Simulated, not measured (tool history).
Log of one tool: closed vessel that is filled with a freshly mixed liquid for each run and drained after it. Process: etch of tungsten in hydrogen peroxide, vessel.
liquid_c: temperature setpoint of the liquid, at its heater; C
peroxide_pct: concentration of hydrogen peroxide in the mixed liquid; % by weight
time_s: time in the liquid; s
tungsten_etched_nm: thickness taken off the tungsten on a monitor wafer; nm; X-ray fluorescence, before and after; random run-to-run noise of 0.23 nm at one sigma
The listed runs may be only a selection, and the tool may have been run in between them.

Run 1, day 0.000: liquid_c 52.0 C, peroxide_pct 15 % by weight, time_s 30 s. Result: tungsten_etched_nm 52.280 nm.
Run 2, day 0.133: liquid_c 50.0 C, peroxide_pct 15 % by weight, time_s 30 s. Result: tungsten_etched_nm 46.128 nm.
Run 3, day 0.192: liquid_c 52.5 C, peroxide_pct 15 % by weight, time_s 30 s. Result: tungsten_etched_nm 54.083 nm.
Run 4, day 0.538: liquid_c 50.5 C, peroxide_pct 15 % by weight, time_s 30 s. Result: tungsten_etched_nm 47.466 nm.
Run 5, day 0.767: liquid_c 50.5 C, peroxide_pct 15 % by weight, time_s 30 s. Result: tungsten_etched_nm 47.878 nm.
Run 6, day 0.975: liquid_c 50.5 C, peroxide_pct 17 % by weight, time_s 30 s. Result: tungsten_etched_nm 51.019 nm.
Run 7, day 1.346: liquid_c 49.0 C, peroxide_pct 17 % by weight, time_s 30 s. Result: tungsten_etched_nm 46.443 nm.
Run 8, day 1.712: liquid_c 47.5 C, peroxide_pct 17 % by weight, time_s 30 s. Result: tungsten_etched_nm 42.557 nm.

Forecast run 9:
Run 9, day 2.012: liquid_c 46.5 C, peroxide_pct 17 % by weight, time_s 30 s. Result: tungsten_etched_nm ?.

{"run 9": {"tungsten_etched_nm": 39.567}}
